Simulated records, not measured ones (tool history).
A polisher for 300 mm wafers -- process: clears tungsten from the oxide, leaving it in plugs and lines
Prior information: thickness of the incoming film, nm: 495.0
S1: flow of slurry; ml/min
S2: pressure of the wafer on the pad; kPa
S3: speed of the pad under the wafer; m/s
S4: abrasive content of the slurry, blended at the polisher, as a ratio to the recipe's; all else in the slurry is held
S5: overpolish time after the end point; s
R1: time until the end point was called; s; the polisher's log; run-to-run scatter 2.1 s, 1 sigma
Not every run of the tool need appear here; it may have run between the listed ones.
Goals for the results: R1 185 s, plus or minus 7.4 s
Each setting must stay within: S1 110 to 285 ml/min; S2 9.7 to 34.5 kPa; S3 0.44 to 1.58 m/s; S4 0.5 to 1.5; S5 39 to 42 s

run 1 hour=0 | S1=180 S2=22.1 S3=1 S4=1 S5=39 | R1=133.17
run 2 hour=6.3 | S1=180 S2=21.4 S3=1 S4=1 S5=39 | R1=135.17
run 3 hour=11.7 | S1=180 S2=20.7 S3=1 S4=1 S5=39 | R1=142.88
run 4 hour=17.5 | S1=180 S2=20 S3=1 S4=1 S5=39 | R1=144.49
run 5 hour=19.5 | S1=180 S2=24.8 S3=1 S4=1 S5=39 | R1=116.87
run 6 hour=20.6 | S1=180 S2=28.3 S3=1 S4=1 S5=39 | R1=104.61
run 7 hour=21.1 | S1=180 S2=26.9 S3=1 S4=1 S5=39 | R1=109.39
run 8 hour=26.8 | S1=180 S2=25.5 S3=1 S4=1 S5=39 | R1=115.8
run 9 hour=29 | S1=175 S2=19.3 S3=0.96 S4=1 S5=39 | R1=158.44
run 10 hour=32.1 | S1=170 S2=18.6 S3=0.96 S4=1 S5=39 | R1=162.63
run 11 hour=39.9 | S1=160 S2=17.2 S3=0.96 S4=1 S5=39 | R1=179.88
run 12 hour=43.4 | S1=155 S2=17.2 S3=0.96 S4=1 S5=39 | R1=174.44

5 candidate next runs follow, results not yet known. Just one meets every target within its allowed miss. Identify it.
run A hour=46.9 | S1=135 S2=17.9 S3=1.12 S4=0.9 S5=39 | R1=?
run B hour=46.9 | S1=210 S2=19.3 S3=0.9 S4=1.05 S5=39 | R1=?
run C hour=46.9 | S1=175 S2=16.5 S3=0.9 S4=1.15 S5=40 | R1=?
run D hour=46.9 | S1=195 S2=17.2 S3=1.04 S4=0.8 S5=42 | R1=?
run E hour=46.9 | S1=175 S2=17.9 S3=0.96 S4=1.05 S5=39 | R1=?

move=A R1=153.44
move=B R1=160.89
move=C R1=185.07
move=D R1=170.71
move=E R1=165.37
A: further off than the last run
B: further off than the last run
C: every result lands within tolerance
D: further off than the last run
E: further off than the last run
Go with C: it meets all targets.
